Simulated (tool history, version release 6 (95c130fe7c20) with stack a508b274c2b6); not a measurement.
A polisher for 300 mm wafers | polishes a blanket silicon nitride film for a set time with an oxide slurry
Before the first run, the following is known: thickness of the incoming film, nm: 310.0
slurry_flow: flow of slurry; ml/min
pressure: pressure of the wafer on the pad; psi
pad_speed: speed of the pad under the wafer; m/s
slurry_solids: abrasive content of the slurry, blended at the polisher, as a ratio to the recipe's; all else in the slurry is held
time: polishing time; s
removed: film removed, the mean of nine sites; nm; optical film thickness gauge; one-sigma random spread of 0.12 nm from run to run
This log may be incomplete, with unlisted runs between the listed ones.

run  hour  slurry_flow  pressure  pad_speed  slurry_solids  time  removed
  1   0.0          300       4.1       1.24            1.0    45   44.846
  2   2.8          295       3.6       1.16            1.0    45   38.073
  3   3.4          295       3.6       1.16            1.0    39   33.406
  4   9.7          365       3.6       1.16            1.0    39   34.015
  5  13.9          365       3.6       1.16            1.0    45   38.975
  6  16.1          345       3.2       1.08            1.0    45   33.801
  7  17.7          345       3.2       1.08            1.0    45   33.665
  8  21.5          340       2.9       1.00            1.0    45   29.385
  9  28.4          330       2.7       0.96            1.0    45   27.131
 10  34.3          320       2.5       0.94            1.0    45   25.155
 11  35.4          265       1.9       0.86            1.0    45   19.252
 12  36.1          275       1.9       0.86            1.0    45   19.570
 13  43.7          280       1.9       0.86            1.0    45   19.668
 14  44.9          285       1.9       0.86            1.0    45   19.639
 15  46.6          290       1.9       0.86            1.0    45   19.637
 16  54.6          295       1.9       0.86            1.0    45   19.631
 17  60.6          300       1.9       0.86            1.0    45   19.831
 18  61.8          305       1.9       0.86            1.0    45   19.951
 19  66.4          310       1.9       0.86            1.0    45   19.632

For run 20, what comes out?
 20  68.6          315       1.9       0.86            1.0    45        ?

Run 20 yielded removed 19.909 nm.
